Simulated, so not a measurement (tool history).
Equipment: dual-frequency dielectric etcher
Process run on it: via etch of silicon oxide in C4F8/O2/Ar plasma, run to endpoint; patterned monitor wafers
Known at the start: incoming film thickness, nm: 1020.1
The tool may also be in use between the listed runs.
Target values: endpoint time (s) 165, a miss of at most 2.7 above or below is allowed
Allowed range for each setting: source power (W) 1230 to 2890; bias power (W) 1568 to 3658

{"run": 1, "day": 0.0, "source power (W)": 2060, "bias power (W)": 2613, "endpoint time (s)": 187.33}
{"run": 2, "day": 0.112, "source power (W)": 1820, "bias power (W)": 2613, "endpoint time (s)": 192.76}
{"run": 3, "day": 0.354, "source power (W)": 1950, "bias power (W)": 2660, "endpoint time (s)": 190.02}
{"run": 4, "day": 0.508, "source power (W)": 1650, "bias power (W)": 2660, "endpoint time (s)": 196.29}
{"run": 5, "day": 0.688, "source power (W)": 1650, "bias power (W)": 2928, "endpoint time (s)": 189.59}
{"run": 6, "day": 0.75, "source power (W)": 1900, "bias power (W)": 2928, "endpoint time (s)": 182.26}
{"run": 7, "day": 0.879, "source power (W)": 1900, "bias power (W)": 2928, "endpoint time (s)": 181.84}
{"run": 8, "day": 1.142, "source power (W)": 1980, "bias power (W)": 2944, "endpoint time (s)": 181.04}
{"run": 9, "day": 1.275, "source power (W)": 1980, "bias power (W)": 2944, "endpoint time (s)": 181.65}
{"run": 10, "day": 1.55, "source power (W)": 2070, "bias power (W)": 2971, "endpoint time (s)": 177.84}
{"run": 11, "day": 1.708, "source power (W)": 2130, "bias power (W)": 2987, "endpoint time (s)": 175.52}
{"run": 12, "day": 2.008, "source power (W)": 2180, "bias power (W)": 2999, "endpoint time (s)": 175.02}
{"run": 13, "day": 2.288, "source power (W)": 2230, "bias power (W)": 3013, "endpoint time (s)": 174.14}
{"run": 14, "day": 2.558, "source power (W)": 2280, "bias power (W)": 3028, "endpoint time (s)": 172.16}
{"run": 15, "day": 2.896, "source power (W)": 2320, "bias power (W)": 3038, "endpoint time (s)": 173.46}
{"run": 16, "day": 3.138, "source power (W)": 2370, "bias power (W)": 3060, "endpoint time (s)": 171.68}
{"run": 17, "day": 3.475, "source power (W)": 2410, "bias power (W)": 3076, "endpoint time (s)": 169.29}
{"run": 18, "day": 3.746, "source power (W)": 2430, "bias power (W)": 3084, "endpoint time (s)": 168.56}
{"run": 19, "day": 4.1, "source power (W)": 2450, "bias power (W)": 3090, "endpoint time (s)": 168}

Consider the 4 candidate settings below. Which is the only one whose results all fall within their allowed miss of target?
{"run": "A", "day": 4.454, "source power (W)": 2250, "bias power (W)": 3097, "endpoint time (s)": "?"}
{"run": "B", "day": 4.454, "source power (W)": 2450, "bias power (W)": 3228, "endpoint time (s)": "?"}
{"run": "C", "day": 4.454, "source power (W)": 2510, "bias power (W)": 2897, "endpoint time (s)": "?"}
{"run": "D", "day": 4.454, "source power (W)": 2260, "bias power (W)": 3033, "endpoint time (s)": "?"}

move=A endpoint_time_(s)=171.45
move=B endpoint_time_(s)=165.33
move=C endpoint_time_(s)=170.88
move=D endpoint_time_(s)=172.57
A: misses by more than the last run did
B: in spec on every target
C: misses by more than the last run did
D: misses by more than the last run did
B is the move that brings every result within its allowed miss.
